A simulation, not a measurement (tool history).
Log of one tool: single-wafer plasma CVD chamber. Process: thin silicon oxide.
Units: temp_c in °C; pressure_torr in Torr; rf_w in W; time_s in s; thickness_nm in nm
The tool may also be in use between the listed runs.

Run 1, day 0.000: temp_c 415 °C, pressure_torr 0.796 Torr, rf_w 220 W, time_s 8.51 s. Result: thickness_nm 13.544 nm.
Run 2, day 0.346: temp_c 415 °C, pressure_torr 0.796 Torr, rf_w 240 W, time_s 8.51 s. Result: thickness_nm 14.219 nm.
Run 3, day 0.442: temp_c 415 °C, pressure_torr 0.796 Torr, rf_w 240 W, time_s 8.79 s. Result: thickness_nm 14.689 nm.
Run 4, day 0.475: temp_c 415 °C, pressure_torr 0.771 Torr, rf_w 240 W, time_s 8.79 s. Result: thickness_nm 14.332 nm.
Run 5, day 0.588: temp_c 415 °C, pressure_torr 0.748 Torr, rf_w 240 W, time_s 8.79 s. Result: thickness_nm 13.958 nm.
Run 6, day 0.788: temp_c 415 °C, pressure_torr 0.729 Torr, rf_w 240 W, time_s 8.79 s. Result: thickness_nm 13.356 nm.
Run 7, day 1.096: temp_c 415 °C, pressure_torr 0.719 Torr, rf_w 240 W, time_s 8.79 s. Result: thickness_nm 13.278 nm.
Run 8, day 1.183: temp_c 415 °C, pressure_torr 0.709 Torr, rf_w 240 W, time_s 8.79 s. Result: thickness_nm 13.093 nm.
Run 9, day 1.542: temp_c 415 °C, pressure_torr 0.701 Torr, rf_w 240 W, time_s 8.79 s. Result: thickness_nm 12.885 nm.
Run 10, day 1.596: temp_c 415 °C, pressure_torr 0.695 Torr, rf_w 240 W, time_s 8.79 s. Result: thickness_nm 12.836 nm.

The next listed run, before its measurement:
Run 11, day 1.746: temp_c 415 °C, pressure_torr 0.690 Torr, rf_w 240 W, time_s 8.79 s. Result: thickness_nm ?.

Run 11 gave thickness_nm 12.707 nm.
